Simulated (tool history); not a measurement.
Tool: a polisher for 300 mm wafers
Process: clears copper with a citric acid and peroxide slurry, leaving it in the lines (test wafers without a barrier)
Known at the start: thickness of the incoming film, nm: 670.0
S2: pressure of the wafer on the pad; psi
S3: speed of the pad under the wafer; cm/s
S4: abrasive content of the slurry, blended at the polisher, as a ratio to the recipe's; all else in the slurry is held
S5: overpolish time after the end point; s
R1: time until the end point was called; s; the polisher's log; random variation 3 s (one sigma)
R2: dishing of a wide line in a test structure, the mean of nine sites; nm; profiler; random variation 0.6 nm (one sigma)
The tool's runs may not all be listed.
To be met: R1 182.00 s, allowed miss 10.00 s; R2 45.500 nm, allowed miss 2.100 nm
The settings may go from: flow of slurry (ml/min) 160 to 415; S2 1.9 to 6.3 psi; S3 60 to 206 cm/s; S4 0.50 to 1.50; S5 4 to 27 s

{"run": 1, "hour": 0.0, "flow of slurry (ml/min)": 265, "S2": 4.1, "S3": 132, "S4": 1.0, "S5": 14, "R1": 139.24, "R2": 38.951}
{"run": 2, "hour": 5.1, "flow of slurry (ml/min)": 265, "S2": 3.8, "S3": 130, "S4": 1.0, "S5": 16, "R1": 152.41, "R2": 41.155}
{"run": 3, "hour": 13.3, "flow of slurry (ml/min)": 265, "S2": 3.8, "S3": 130, "S4": 1.1, "S5": 16, "R1": 152.25, "R2": 40.06}
{"run": 4, "hour": 16.0, "flow of slurry (ml/min)": 265, "S2": 3.8, "S3": 100, "S4": 1.1, "S5": 16, "R1": 191.76, "R2": 33.946}
{"run": 5, "hour": 23.0, "flow of slurry (ml/min)": 235, "S2": 3.8, "S3": 100, "S4": 1.1, "S5": 16, "R1": 195.0, "R2": 33.951}
{"run": 6, "hour": 25.7, "flow of slurry (ml/min)": 230, "S2": 3.9, "S3": 100, "S4": 1.1, "S5": 17, "R1": 191.6, "R2": 35.619}
{"run": 7, "hour": 28.6, "flow of slurry (ml/min)": 230, "S2": 4.0, "S3": 100, "S4": 1.1, "S5": 18, "R1": 190.59, "R2": 37.666}
{"run": 8, "hour": 37.0, "flow of slurry (ml/min)": 230, "S2": 4.0, "S3": 100, "S4": 1.1, "S5": 18, "R1": 184.44, "R2": 37.264}
{"run": 9, "hour": 38.8, "flow of slurry (ml/min)": 230, "S2": 4.0, "S3": 102, "S4": 1.1, "S5": 19, "R1": 184.96, "R2": 40.449}
{"run": 10, "hour": 40.0, "flow of slurry (ml/min)": 230, "S2": 4.0, "S3": 102, "S4": 1.1, "S5": 20, "R1": 185.44, "R2": 41.202}
{"run": 11, "hour": 43.7, "flow of slurry (ml/min)": 230, "S2": 4.0, "S3": 102, "S4": 1.1, "S5": 21, "R1": 186.29, "R2": 42.22}

4 next moves are on the table. One of them brings every result within its allowed miss. Which?
{"run": "A", "hour": 47.4, "flow of slurry (ml/min)": 250, "S2": 3.9, "S3": 98, "S4": 1.25, "S5": 19, "R1": "?", "R2": "?"}
{"run": "B", "hour": 47.4, "flow of slurry (ml/min)": 250, "S2": 4.4, "S3": 96, "S4": 1.05, "S5": 17, "R1": "?", "R2": "?"}
{"run": "C", "hour": 47.4, "flow of slurry (ml/min)": 210, "S2": 4.1, "S3": 102, "S4": 1.15, "S5": 22, "R1": "?", "R2": "?"}
{"run": "D", "hour": 47.4, "flow of slurry (ml/min)": 245, "S2": 3.7, "S3": 114, "S4": 0.95, "S5": 19, "R1": "?", "R2": "?"}

move=A R1=193.75 R2=38.643
move=B R1=184.09 R2=37.057
move=C R1=185.95 R2=44.692
move=D R1=182.79 R2=40.301
A: further off than the last run
B: further off than the last run
C: meets every target
D: further off than the last run
Answer: C
